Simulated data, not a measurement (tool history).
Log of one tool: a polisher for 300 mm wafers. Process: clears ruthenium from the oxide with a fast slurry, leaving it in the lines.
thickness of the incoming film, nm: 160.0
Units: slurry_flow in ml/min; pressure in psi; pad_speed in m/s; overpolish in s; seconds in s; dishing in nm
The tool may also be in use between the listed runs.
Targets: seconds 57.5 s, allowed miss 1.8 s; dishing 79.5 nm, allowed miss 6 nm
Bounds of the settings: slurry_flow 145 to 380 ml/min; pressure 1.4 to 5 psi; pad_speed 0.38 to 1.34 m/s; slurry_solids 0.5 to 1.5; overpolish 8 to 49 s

{"run": 1, "day": 0.0, "slurry_flow": 245, "pressure": 3.2, "pad_speed": 0.86, "slurry_solids": 1, "overpolish": 25, "seconds": 41.184, "dishing": 68.756}
{"run": 2, "day": 0.35, "slurry_flow": 245, "pressure": 3, "pad_speed": 0.86, "slurry_solids": 1, "overpolish": 27, "seconds": 42.21, "dishing": 75.404}
{"run": 3, "day": 0.671, "slurry_flow": 245, "pressure": 2.4, "pad_speed": 0.86, "slurry_solids": 1, "overpolish": 27, "seconds": 47.709, "dishing": 66.617}
{"run": 4, "day": 0.696, "slurry_flow": 245, "pressure": 2.3, "pad_speed": 0.86, "slurry_solids": 1, "overpolish": 29, "seconds": 49.822, "dishing": 68.596}
{"run": 5, "day": 0.871, "slurry_flow": 245, "pressure": 2.2, "pad_speed": 0.86, "slurry_solids": 1, "overpolish": 30, "seconds": 50.592, "dishing": 68.408}
{"run": 6, "day": 1.046, "slurry_flow": 290, "pressure": 2.2, "pad_speed": 0.86, "slurry_solids": 1, "overpolish": 30, "seconds": 50.325, "dishing": 71.039}
{"run": 7, "day": 1.2, "slurry_flow": 290, "pressure": 2.1, "pad_speed": 0.86, "slurry_solids": 1, "overpolish": 31, "seconds": 50.786, "dishing": 69.254}
{"run": 8, "day": 1.379, "slurry_flow": 290, "pressure": 2, "pad_speed": 0.86, "slurry_solids": 1, "overpolish": 32, "seconds": 52.545, "dishing": 71.718}
{"run": 9, "day": 1.483, "slurry_flow": 290, "pressure": 2, "pad_speed": 0.86, "slurry_solids": 1, "overpolish": 32, "seconds": 53.004, "dishing": 70.447}
{"run": 10, "day": 1.729, "slurry_flow": 290, "pressure": 2, "pad_speed": 0.86, "slurry_solids": 1, "overpolish": 33, "seconds": 52.734, "dishing": 75.409}
{"run": 11, "day": 1.821, "slurry_flow": 290, "pressure": 1.9, "pad_speed": 0.86, "slurry_solids": 1, "overpolish": 34, "seconds": 53.428, "dishing": 73.399}
{"run": 12, "day": 2.158, "slurry_flow": 290, "pressure": 1.8, "pad_speed": 0.86, "slurry_solids": 1, "overpolish": 35, "seconds": 56.046, "dishing": 73.376}
{"run": 13, "day": 2.283, "slurry_flow": 290, "pressure": 1.8, "pad_speed": 0.86, "slurry_solids": 1, "overpolish": 36, "seconds": 54.982, "dishing": 74.706}
{"run": 14, "day": 2.342, "slurry_flow": 290, "pressure": 1.8, "pad_speed": 0.86, "slurry_solids": 1, "overpolish": 37, "seconds": 55.26, "dishing": 77.314}

5 next moves are on the table. One of them brings every result within its allowed miss. Which?
{"run": "A", "day": 2.4, "slurry_flow": 200, "pressure": 2.2, "pad_speed": 0.76, "slurry_solids": 1.35, "overpolish": 31, "seconds": "?", "dishing": "?"}
{"run": "B", "day": 2.4, "slurry_flow": 300, "pressure": 1.6, "pad_speed": 0.8, "slurry_solids": 1.2, "overpolish": 48, "seconds": "?", "dishing": "?"}
{"run": "C", "day": 2.4, "slurry_flow": 325, "pressure": 1.4, "pad_speed": 0.9, "slurry_solids": 1, "overpolish": 34, "seconds": "?", "dishing": "?"}
{"run": "D", "day": 2.4, "slurry_flow": 200, "pressure": 2.1, "pad_speed": 0.84, "slurry_solids": 1.1, "overpolish": 37, "seconds": "?", "dishing": "?"}
{"run": "E", "day": 2.4, "slurry_flow": 320, "pressure": 1.4, "pad_speed": 0.78, "slurry_solids": 1.5, "overpolish": 40, "seconds": "?", "dishing": "?"}

move=A seconds=52.549 dishing=69.62
move=B seconds=58.363 dishing=90.35
move=C seconds=58.524 dishing=68.753
move=D seconds=52.549 dishing=80.202
move=E seconds=58.217 dishing=78.675
A: further off than the last run
B: brings the result that was furthest off to its target, and leaves another outside
C: brings the result that was furthest off to its target, and leaves another outside
D: further off than the last run
E: meets every target
The right move is E.
